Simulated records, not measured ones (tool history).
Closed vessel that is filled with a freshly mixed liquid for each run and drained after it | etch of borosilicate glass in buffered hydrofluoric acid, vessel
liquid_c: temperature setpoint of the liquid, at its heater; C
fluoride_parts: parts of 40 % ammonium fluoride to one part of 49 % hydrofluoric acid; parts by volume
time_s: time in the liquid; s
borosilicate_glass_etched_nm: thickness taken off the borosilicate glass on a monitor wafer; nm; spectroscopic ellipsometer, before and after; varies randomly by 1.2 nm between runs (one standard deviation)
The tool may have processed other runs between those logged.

run 1 hour=0 | liquid_c=20 fluoride_parts=8.5 time_s=95 | borosilicate_glass_etched_nm=103.64
run 2 hour=2.4 | liquid_c=20 fluoride_parts=8.5 time_s=95 | borosilicate_glass_etched_nm=103.93
run 3 hour=9.7 | liquid_c=20 fluoride_parts=8.5 time_s=100 | borosilicate_glass_etched_nm=108.4
run 4 hour=10.8 | liquid_c=17.5 fluoride_parts=8.5 time_s=100 | borosilicate_glass_etched_nm=95.494
run 5 hour=15.6 | liquid_c=18 fluoride_parts=8.5 time_s=100 | borosilicate_glass_etched_nm=98.265
run 6 hour=23.7 | liquid_c=18.5 fluoride_parts=8.5 time_s=100 | borosilicate_glass_etched_nm=102.82

The next listed run, before its measurement:
run 7 hour=27.7 | liquid_c=19 fluoride_parts=8.5 time_s=100 | borosilicate_glass_etched_nm=?

Run 7 produced borosilicate_glass_etched_nm 103.59 nm.
